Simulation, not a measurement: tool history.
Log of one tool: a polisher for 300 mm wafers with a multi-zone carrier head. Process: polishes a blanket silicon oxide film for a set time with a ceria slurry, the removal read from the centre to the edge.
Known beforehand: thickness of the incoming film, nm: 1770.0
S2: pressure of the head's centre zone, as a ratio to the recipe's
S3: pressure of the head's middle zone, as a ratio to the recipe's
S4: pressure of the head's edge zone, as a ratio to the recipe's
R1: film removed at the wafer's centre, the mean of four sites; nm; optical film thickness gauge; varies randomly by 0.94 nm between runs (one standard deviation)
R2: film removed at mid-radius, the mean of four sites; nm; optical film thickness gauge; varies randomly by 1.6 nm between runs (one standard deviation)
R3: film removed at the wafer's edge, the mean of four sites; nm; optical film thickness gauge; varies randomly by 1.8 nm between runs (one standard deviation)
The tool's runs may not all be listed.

run 1 hour=0.0 | flow_of_slurry_(ml/min)=245 S2=1.00 S3=1.00 S4=1.00 polishing_time_(s)=57 | R1=219.85 R2=227.08 R3=231.48
run 2 hour=7.9 | flow_of_slurry_(ml/min)=245 S2=1.00 S3=1.07 S4=1.00 polishing_time_(s)=57 | R1=221.79 R2=235.28 R3=226.62
run 3 hour=16.6 | flow_of_slurry_(ml/min)=245 S2=1.00 S3=1.07 S4=1.00 polishing_time_(s)=51 | R1=195.68 R2=209.74 R3=205.98
run 4 hour=17.7 | flow_of_slurry_(ml/min)=235 S2=0.97 S3=1.08 S4=0.95 polishing_time_(s)=46 | R1=174.13 R2=190.60 R3=181.05
run 5 hour=25.9 | flow_of_slurry_(ml/min)=235 S2=0.90 S3=1.08 S4=0.95 polishing_time_(s)=46 | R1=161.01 R2=190.20 R3=182.16
run 6 hour=32.0 | flow_of_slurry_(ml/min)=235 S2=0.82 S3=1.08 S4=0.95 polishing_time_(s)=46 | R1=146.04 R2=188.69 R3=179.56
run 7 hour=33.3 | flow_of_slurry_(ml/min)=230 S2=0.83 S3=1.07 S4=0.91 polishing_time_(s)=44 | R1=141.47 R2=181.78 R3=169.00
run 8 hour=36.1 | flow_of_slurry_(ml/min)=225 S2=0.84 S3=1.04 S4=0.88 polishing_time_(s)=43 | R1=140.51 R2=174.62 R3=160.51
run 9 hour=36.9 | flow_of_slurry_(ml/min)=185 S2=0.82 S3=0.97 S4=0.82 polishing_time_(s)=42 | R1=131.01 R2=159.62 R3=155.41

Run 10 has not been measured yet. What should we expect?
run 10 hour=37.4 | flow_of_slurry_(ml/min)=195 S2=0.83 S3=0.98 S4=0.82 polishing_time_(s)=41 | R1=? R2=? R3=?

R1: 130.99 nm
R2: 159.51 nm
R3: 149.70 nm
